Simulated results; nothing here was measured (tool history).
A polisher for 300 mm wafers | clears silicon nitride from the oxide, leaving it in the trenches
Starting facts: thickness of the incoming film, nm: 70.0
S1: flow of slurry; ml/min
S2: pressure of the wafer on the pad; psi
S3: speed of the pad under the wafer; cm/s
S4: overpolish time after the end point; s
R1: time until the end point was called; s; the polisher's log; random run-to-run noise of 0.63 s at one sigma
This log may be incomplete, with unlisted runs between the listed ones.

{"run": 1, "hour": 0.0, "S1": 245, "S2": 2.3, "S3": 120, "S4": 3, "R1": 69.655}
{"run": 2, "hour": 7.9, "S1": 280, "S2": 2.3, "S3": 120, "S4": 3, "R1": 67.849}
{"run": 3, "hour": 11.7, "S1": 280, "S2": 2.3, "S3": 90, "S4": 3, "R1": 90.47}
{"run": 4, "hour": 15.9, "S1": 280, "S2": 2.5, "S3": 92, "S4": 3, "R1": 80.606}
{"run": 5, "hour": 19.0, "S1": 280, "S2": 3.0, "S3": 92, "S4": 3, "R1": 67.762}
{"run": 6, "hour": 20.4, "S1": 280, "S2": 3.0, "S3": 70, "S4": 3, "R1": 86.602}
{"run": 7, "hour": 22.7, "S1": 285, "S2": 3.1, "S3": 76, "S4": 3, "R1": 81.151}
{"run": 8, "hour": 27.8, "S1": 285, "S2": 3.2, "S3": 84, "S4": 3, "R1": 68.904}
{"run": 9, "hour": 31.0, "S1": 285, "S2": 3.3, "S3": 88, "S4": 3, "R1": 64.004}
{"run": 10, "hour": 37.9, "S1": 285, "S2": 3.4, "S3": 92, "S4": 3, "R1": 60.516}
{"run": 11, "hour": 39.7, "S1": 285, "S2": 3.4, "S3": 96, "S4": 3, "R1": 56.877}

The next listed run, before its measurement:
{"run": 12, "hour": 40.9, "S1": 285, "S2": 3.4, "S3": 98, "S4": 3, "R1": "?"}

R1: 56.016 s
